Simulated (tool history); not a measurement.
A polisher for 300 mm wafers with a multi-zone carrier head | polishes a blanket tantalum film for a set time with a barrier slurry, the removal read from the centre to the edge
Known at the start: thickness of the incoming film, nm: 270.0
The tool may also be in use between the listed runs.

run,hour,flow of slurry (ml/min),pressure of the head's centre zone,pressure of the head's middle zone,pressure of the head's edge zone,abrasive content of the slurry,polishing time (s),film removed at the wafer's centre (nm),film removed at mid-radius (nm),film removed at the wafer's edge (nm)
1,0.0,145,1.00,1.00,1.00,1.00,46,56.542,57.803,57.550
2,4.5,145,0.96,1.00,1.00,1.00,46,54.152,58.173,56.372
3,11.7,155,1.00,1.02,1.00,1.05,46,58.221,59.384,58.513
4,19.0,160,1.03,1.05,1.00,1.10,46,60.866,62.003,57.991
5,23.2,160,1.03,1.05,0.96,1.10,46,59.956,62.685,57.770
6,29.0,160,0.95,1.05,0.96,1.10,46,55.729,63.151,57.369
7,35.0,165,0.98,1.06,0.98,1.15,46,58.408,63.673,58.446

Run 8 comes next. What will it give?
8,41.8,170,1.01,1.07,0.99,1.20,46,?,?,?

{"run 8": {"film removed at the wafer's centre (nm)": 61.288, "film removed at mid-radius (nm)": 64.456, "film removed at the wafer's edge (nm)": 60.039}}
